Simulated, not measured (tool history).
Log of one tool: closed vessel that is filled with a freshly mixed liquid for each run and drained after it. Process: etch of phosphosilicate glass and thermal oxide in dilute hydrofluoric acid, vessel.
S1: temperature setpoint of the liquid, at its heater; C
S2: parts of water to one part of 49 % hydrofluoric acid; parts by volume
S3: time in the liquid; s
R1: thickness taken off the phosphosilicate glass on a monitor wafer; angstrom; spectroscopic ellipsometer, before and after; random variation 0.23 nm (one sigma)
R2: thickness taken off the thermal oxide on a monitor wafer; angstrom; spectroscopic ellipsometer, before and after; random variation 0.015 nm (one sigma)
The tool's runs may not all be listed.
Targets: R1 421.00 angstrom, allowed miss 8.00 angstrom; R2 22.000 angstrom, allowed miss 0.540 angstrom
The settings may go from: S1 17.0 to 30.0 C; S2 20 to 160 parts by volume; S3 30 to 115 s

run,hour,S1,S2,S3,R1,R2
1,0.0,22.0,90,60,548.55,28.545
2,4.1,20.5,90,60,513.18,26.845
3,6.9,19.5,90,60,491.22,26.056
4,8.8,21.0,90,60,532.96,27.787
5,10.4,21.0,120,60,383.49,19.980
6,14.4,21.0,150,60,295.77,15.658
7,22.3,23.5,150,60,331.21,17.015
8,24.8,24.5,145,60,352.48,18.389
9,29.4,26.0,145,60,376.56,19.791
10,35.2,26.0,145,60,376.73,19.967

4 next moves are on the table. One of them brings every result within its allowed miss. Which?
A,41.0,29.5,120,50,?,?
B,41.0,27.0,135,60,?,?
C,41.0,21.5,140,80,?,?
D,41.0,26.0,135,65,?,?

move,R1,R2
A,447.16,23.224
B,426.29,22.139
C,440.62,22.884
D,444.64,23.093
A: takes the result that was furthest off past its target
B: meets every target
C: takes the result that was furthest off past its target
D: takes the result that was furthest off past its target
Answer: B

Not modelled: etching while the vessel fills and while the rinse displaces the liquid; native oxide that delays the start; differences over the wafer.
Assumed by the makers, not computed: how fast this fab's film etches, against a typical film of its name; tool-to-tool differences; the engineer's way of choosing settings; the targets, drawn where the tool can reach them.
